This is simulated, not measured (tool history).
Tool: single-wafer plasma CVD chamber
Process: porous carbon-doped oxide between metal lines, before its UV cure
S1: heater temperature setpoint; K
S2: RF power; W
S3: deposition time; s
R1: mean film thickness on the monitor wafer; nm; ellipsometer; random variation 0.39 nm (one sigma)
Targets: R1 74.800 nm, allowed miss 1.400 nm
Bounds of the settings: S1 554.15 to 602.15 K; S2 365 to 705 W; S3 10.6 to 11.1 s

| run | day | S1 | S2 | S3 | R1 |
|---|---|---|---|---|---|
| 1 | 0.000 | 578.15 | 535 | 11.1 | 63.905 |
| 2 | 0.188 | 578.15 | 535 | 10.6 | 61.593 |
| 3 | 0.250 | 574.15 | 550 | 10.6 | 64.664 |
| 4 | 0.558 | 564.15 | 550 | 10.6 | 67.461 |
| 5 | 0.917 | 564.15 | 490 | 10.6 | 61.481 |
| 6 | 1.288 | 573.15 | 490 | 10.6 | 59.135 |
| 7 | 1.438 | 570.15 | 510 | 10.6 | 61.903 |
| 8 | 1.658 | 568.15 | 530 | 10.6 | 64.118 |
| 9 | 2.029 | 566.15 | 545 | 10.6 | 66.723 |
| 10 | 2.354 | 564.15 | 555 | 10.6 | 67.496 |
| 11 | 2.700 | 563.15 | 565 | 10.6 | 69.313 |

4 next moves are on the table. One of them brings every result within its allowed miss. Which?
| A | 3.046 | 561.15 | 590 | 11.0 | ? |
| B | 3.046 | 560.15 | 495 | 11.0 | ? |
| C | 3.046 | 568.15 | 515 | 11.1 | ? |
| D | 3.046 | 569.15 | 530 | 10.6 | ? |

| move | R1 |
|---|---|
| A | 75.273 |
| B | 66.124 |
| C | 66.011 |
| D | 64.232 |
A: meets every target
B: further off than the last run
C: further off than the last run
D: further off than the last run
The right move is A.
